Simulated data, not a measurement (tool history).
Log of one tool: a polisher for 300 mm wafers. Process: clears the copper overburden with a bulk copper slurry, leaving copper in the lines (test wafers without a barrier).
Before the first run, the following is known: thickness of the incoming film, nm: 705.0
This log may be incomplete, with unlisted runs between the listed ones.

run,hour,flow of slurry (ml/min),pressure of the wafer on the pad (psi),speed of the pad under the wafer (m/s),abrasive content of the slurry,overpolish time after the end point (s),time until the end point was called (s),dishing of a wide line in a test structure (angstrom)
1,0,185,1.9,1.28,1,14,96.771,327.05
2,1.1,185,1.9,1.28,1.1,14,97.931,318.86
3,6.4,185,1.9,1.28,1.2,14,94.698,310.82
4,10.7,185,2,1.28,1.2,14,87.611,312.08
5,13.1,185,2,1.28,1.2,11,87.195,309.88
6,15.1,185,2,1.28,1.2,15,86.569,320.14
7,19.4,185,2.1,1.28,1.2,15,85.76,333.84
8,21.3,185,2.2,1.3,1.2,14,80.336,343.69

For run 9, what comes out?
9,27.8,185,2.2,1.32,1.25,13,?,?

Run 9 produced time until the end point was called (s) 76.662, dishing of a wide line in a test structure (angstrom) 321.68.
